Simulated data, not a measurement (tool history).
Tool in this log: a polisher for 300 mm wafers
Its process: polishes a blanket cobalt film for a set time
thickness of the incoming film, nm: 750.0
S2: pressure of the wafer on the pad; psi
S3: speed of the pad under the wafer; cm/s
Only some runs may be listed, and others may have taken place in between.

{"run": 1, "day": 0.0, "flow of slurry (ml/min)": 170, "S2": 1.3, "S3": 128, "polishing time (s)": 46, "film removed (Å)": 1989.4}
{"run": 2, "day": 0.188, "flow of slurry (ml/min)": 130, "S2": 1.3, "S3": 128, "polishing time (s)": 46, "film removed (Å)": 1918.8}
{"run": 3, "day": 0.358, "flow of slurry (ml/min)": 130, "S2": 1.6, "S3": 128, "polishing time (s)": 46, "film removed (Å)": 2423.3}
{"run": 4, "day": 0.642, "flow of slurry (ml/min)": 130, "S2": 1.6, "S3": 128, "polishing time (s)": 46, "film removed (Å)": 2368.0}
{"run": 5, "day": 0.912, "flow of slurry (ml/min)": 135, "S2": 1.7, "S3": 132, "polishing time (s)": 46, "film removed (Å)": 2532.4}
{"run": 6, "day": 1.233, "flow of slurry (ml/min)": 170, "S2": 1.7, "S3": 132, "polishing time (s)": 46, "film removed (Å)": 2713.2}
{"day": 1.462, "done": "head pressure recalibrated"}
{"run": 7, "day": 1.462, "flow of slurry (ml/min)": 175, "S2": 1.8, "S3": 134, "polishing time (s)": 46, "film removed (Å)": 3193.8}
{"run": 8, "day": 1.571, "flow of slurry (ml/min)": 175, "S2": 1.8, "S3": 134, "polishing time (s)": 46, "film removed (Å)": 3112.5}
{"run": 9, "day": 1.696, "flow of slurry (ml/min)": 185, "S2": 1.8, "S3": 134, "polishing time (s)": 46, "film removed (Å)": 3151.8}
{"run": 10, "day": 1.738, "flow of slurry (ml/min)": 195, "S2": 1.8, "S3": 134, "polishing time (s)": 46, "film removed (Å)": 3151.3}
{"run": 11, "day": 1.854, "flow of slurry (ml/min)": 200, "S2": 1.9, "S3": 134, "polishing time (s)": 46, "film removed (Å)": 3394.3}

Predict the results of run 12:
{"run": 12, "day": 1.979, "flow of slurry (ml/min)": 205, "S2": 1.9, "S3": 134, "polishing time (s)": 46, "film removed (Å)": "?"}

{"run 12": {"film removed (Å)": 3415.6}}
